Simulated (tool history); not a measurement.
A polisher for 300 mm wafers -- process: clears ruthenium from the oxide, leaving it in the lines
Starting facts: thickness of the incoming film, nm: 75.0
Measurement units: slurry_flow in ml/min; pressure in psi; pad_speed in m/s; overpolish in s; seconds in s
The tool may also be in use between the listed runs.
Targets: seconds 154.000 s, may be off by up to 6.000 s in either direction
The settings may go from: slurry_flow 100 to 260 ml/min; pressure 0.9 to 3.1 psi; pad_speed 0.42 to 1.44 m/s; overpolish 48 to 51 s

run 1 hour=0.0 | slurry_flow=165 pressure=2.0 pad_speed=0.92 overpolish=48 | seconds=92.909
run 2 hour=3.4 | slurry_flow=165 pressure=2.0 pad_speed=0.92 overpolish=48 | seconds=94.159
run 3 hour=5.6 | slurry_flow=165 pressure=2.0 pad_speed=0.76 overpolish=48 | seconds=112.890
run 4 hour=8.5 | slurry_flow=165 pressure=2.0 pad_speed=0.76 overpolish=51 | seconds=109.340
run 5 hour=10.5 | slurry_flow=165 pressure=2.0 pad_speed=0.76 overpolish=51 | seconds=113.230
run 6 hour=12.0 | slurry_flow=160 pressure=1.8 pad_speed=0.76 overpolish=51 | seconds=124.300
run 7 hour=14.6 | slurry_flow=155 pressure=1.7 pad_speed=0.76 overpolish=51 | seconds=134.980
run 8 hour=22.9 | slurry_flow=145 pressure=1.6 pad_speed=0.76 overpolish=51 | seconds=141.450

Exercise: of the 5 proposed moves below, exactly one satisfies all targets within the stated allowed misses. Which move is it?
run A hour=31.2 | slurry_flow=130 pressure=1.8 pad_speed=0.74 overpolish=51 | seconds=?
run B hour=31.2 | slurry_flow=130 pressure=1.4 pad_speed=0.90 overpolish=48 | seconds=?
run C hour=31.2 | slurry_flow=205 pressure=2.0 pad_speed=0.62 overpolish=51 | seconds=?
run D hour=31.2 | slurry_flow=150 pressure=1.6 pad_speed=0.70 overpolish=48 | seconds=?
run E hour=31.2 | slurry_flow=135 pressure=1.4 pad_speed=0.90 overpolish=51 | seconds=?

move=A seconds=135.780
move=B seconds=143.130
move=C seconds=130.750
move=D seconds=154.340
move=E seconds=141.580
A: the biggest miss grows against the last run
B: closer than the last run, but not yet in spec
C: the biggest miss grows against the last run
D: all results land within tolerance of their targets
E: just as far off the targets as the last run
Go with D: it meets all targets.

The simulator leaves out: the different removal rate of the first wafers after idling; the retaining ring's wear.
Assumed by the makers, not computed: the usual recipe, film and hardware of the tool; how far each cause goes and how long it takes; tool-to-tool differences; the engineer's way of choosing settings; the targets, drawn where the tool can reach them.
